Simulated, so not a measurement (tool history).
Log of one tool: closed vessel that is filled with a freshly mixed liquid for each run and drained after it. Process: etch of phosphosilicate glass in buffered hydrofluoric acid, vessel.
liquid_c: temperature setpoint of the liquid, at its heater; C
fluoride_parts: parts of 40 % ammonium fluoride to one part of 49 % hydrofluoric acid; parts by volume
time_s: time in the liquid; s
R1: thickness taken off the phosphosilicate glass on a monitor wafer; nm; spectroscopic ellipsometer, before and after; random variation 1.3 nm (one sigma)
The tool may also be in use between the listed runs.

Run 1, day 0: liquid_c 21 C, fluoride_parts 20.5 parts by volume, time_s 30 s. Result: R1 103.76 nm.
Run 2, day 0.138: liquid_c 19.5 C, fluoride_parts 20.5 parts by volume, time_s 30 s. Result: R1 93.232 nm.
Run 3, day 0.304: liquid_c 22 C, fluoride_parts 20.5 parts by volume, time_s 30 s. Result: R1 107.88 nm.
Run 4, day 0.571: liquid_c 22 C, fluoride_parts 20.5 parts by volume, time_s 30 s. Result: R1 108.01 nm.
Run 5, day 0.796: liquid_c 22 C, fluoride_parts 20.5 parts by volume, time_s 30 s. Result: R1 109.84 nm.
Run 6, day 0.842: liquid_c 25.5 C, fluoride_parts 20.5 parts by volume, time_s 30 s. Result: R1 131.12 nm.
Run 7, day 0.888: liquid_c 26.5 C, fluoride_parts 20.5 parts by volume, time_s 30 s. Result: R1 139.63 nm.
Run 8, day 1.029: liquid_c 27 C, fluoride_parts 20.5 parts by volume, time_s 30 s. Result: R1 141.17 nm.

Run 9 comes next. What will it give?
Run 9, day 1.392: liquid_c 27.5 C, fluoride_parts 20.5 parts by volume, time_s 30 s. Result: R1 ?.

R1: 145.95 nm
